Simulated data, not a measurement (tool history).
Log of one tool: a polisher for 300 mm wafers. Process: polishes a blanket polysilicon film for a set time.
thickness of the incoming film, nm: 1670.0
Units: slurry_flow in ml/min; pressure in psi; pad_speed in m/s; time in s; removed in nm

Run 1, hour 0: slurry_flow 270 ml/min, pressure 2 psi, pad_speed 0.96 m/s, time 64 s. Result: removed 310.1 nm.
Run 2, hour 7.8: slurry_flow 270 ml/min, pressure 2 psi, pad_speed 0.8 m/s, time 64 s. Result: removed 256.79 nm.
Run 3, hour 13.2: slurry_flow 270 ml/min, pressure 2 psi, pad_speed 0.8 m/s, time 64 s. Result: removed 262.19 nm.
Run 4, hour 21.4: slurry_flow 270 ml/min, pressure 1.8 psi, pad_speed 0.8 m/s, time 64 s. Result: removed 236.6 nm.
Run 5, hour 30.3: slurry_flow 270 ml/min, pressure 1.7 psi, pad_speed 0.8 m/s, time 64 s. Result: removed 216.93 nm.
Run 6, hour 37: slurry_flow 270 ml/min, pressure 1.7 psi, pad_speed 0.92 m/s, time 64 s. Result: removed 251.19 nm.
Run 7, hour 38.1: slurry_flow 270 ml/min, pressure 1.5 psi, pad_speed 0.92 m/s, time 64 s. Result: removed 227.4 nm.

The next listed run, before its measurement:
Run 8, hour 41.9: slurry_flow 270 ml/min, pressure 1.4 psi, pad_speed 0.92 m/s, time 64 s. Result: removed ?.

removed: 210.27 nm
